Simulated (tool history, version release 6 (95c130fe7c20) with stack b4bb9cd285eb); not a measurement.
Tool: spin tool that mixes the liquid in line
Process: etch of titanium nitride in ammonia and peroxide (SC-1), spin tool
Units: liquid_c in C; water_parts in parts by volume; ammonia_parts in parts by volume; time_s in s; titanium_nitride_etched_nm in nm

| run | hour | liquid_c | water_parts | ammonia_parts | time_s | titanium_nitride_etched_nm |
|---|---|---|---|---|---|---|
| 1 | 0.0 | 61.0 | 21 | 0.55 | 45 | 4.6414 |
| 2 | 8.2 | 57.5 | 21 | 0.55 | 45 | 3.7049 |
| 3 | 16.9 | 58.5 | 21 | 0.55 | 45 | 3.8737 |
| 4 | 23.4 | 59.5 | 21 | 0.55 | 45 | 4.1823 |
| 5 | 30.9 | 59.5 | 21 | 0.55 | 45 | 4.1784 |
| 6 | 36.4 | 54.0 | 21 | 0.55 | 45 | 2.8646 |
| 7 | 37.4 | 55.5 | 21 | 0.55 | 45 | 3.2181 |

The next listed run, before its measurement:
| 8 | 38.3 | 57.0 | 21 | 0.55 | 45 | ? |

Run 8 gave titanium_nitride_etched_nm 3.5745 nm.

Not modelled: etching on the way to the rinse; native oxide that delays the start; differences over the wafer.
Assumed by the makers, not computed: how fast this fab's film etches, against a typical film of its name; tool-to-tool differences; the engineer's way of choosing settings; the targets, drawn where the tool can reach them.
